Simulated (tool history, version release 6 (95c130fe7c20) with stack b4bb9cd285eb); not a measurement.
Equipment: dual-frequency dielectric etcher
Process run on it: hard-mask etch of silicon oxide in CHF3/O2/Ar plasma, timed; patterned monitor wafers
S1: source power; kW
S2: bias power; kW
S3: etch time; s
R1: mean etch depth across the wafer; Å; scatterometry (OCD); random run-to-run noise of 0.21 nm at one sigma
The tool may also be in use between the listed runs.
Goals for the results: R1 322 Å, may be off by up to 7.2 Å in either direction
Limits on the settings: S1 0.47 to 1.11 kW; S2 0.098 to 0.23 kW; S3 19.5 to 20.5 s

run	hour	S1	S2	S3	R1
1	0	0.79	0.164	19.5	385.77
2	4	0.88	0.164	19.5	399.06
3	7.6	0.88	0.164	19.5	400.61
4	8.4	0.77	0.153	19.5	378.65
5	11.3	0.77	0.174	19.5	382.22
6	18.3	0.77	0.196	19.5	399.37
7	26.8	0.67	0.179	19.5	366.99
8	27.8	0.61	0.173	19.5	345.41

5 candidate next runs follow, results not yet known. Just one meets every target within its allowed miss. Identify it.
A	28.8	0.67	0.156	20.5	?
B	28.8	0.72	0.167	20	?
C	28.8	0.55	0.171	20.5	?
D	28.8	0.48	0.148	20	?
E	28.8	0.47	0.185	20	?

move	R1
A	366.08
B	374.61
C	343.55
D	304.23
E	318.98
A: its largest miss is bigger than the last run's
B: its largest miss is bigger than the last run's
C: nearer than the last run, and not there yet
D: takes the biggest miss from the last run beyond its target
E: each result inside its tolerance
The right move is E.
